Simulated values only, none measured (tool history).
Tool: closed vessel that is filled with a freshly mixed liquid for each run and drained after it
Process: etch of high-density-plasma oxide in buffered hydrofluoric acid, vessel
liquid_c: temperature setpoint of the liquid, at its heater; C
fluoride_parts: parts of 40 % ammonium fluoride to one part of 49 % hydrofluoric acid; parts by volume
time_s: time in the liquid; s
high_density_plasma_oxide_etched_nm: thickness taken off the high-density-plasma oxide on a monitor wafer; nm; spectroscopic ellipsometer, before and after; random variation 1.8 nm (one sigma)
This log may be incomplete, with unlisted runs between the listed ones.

run  hour  liquid_c  fluoride_parts  time_s  high_density_plasma_oxide_etched_nm
  1     0        21               8      85                               137.22
  2   4.6        23               8      85                               151.45
  3  11.9      24.5             7.5      85                               177.27
  4  15.6      25.5             7.5      85                               187.19
  5  24.4      25.5             9.5      85                               145.98
  6  32.6      26.5               9      85                               159.56
  7  41.1      26.5               9      85                               159.77
  8  43.5        27             8.5      85                               177.47
  9  51.6      27.5               8      85                               195.89
 10  52.8        28               8      85                                197.4
 11  55.1      28.5             7.5      85                               217.27
 12  60.6        29             7.5      85                               225.08
 13  62.3        29               7      85                               245.42

Run 14 has not been measured yet. What should we expect?
 14  70.9        29               7      85                                    ?

Run 14 came out at high_density_plasma_oxide_etched_nm 239.55 nm.
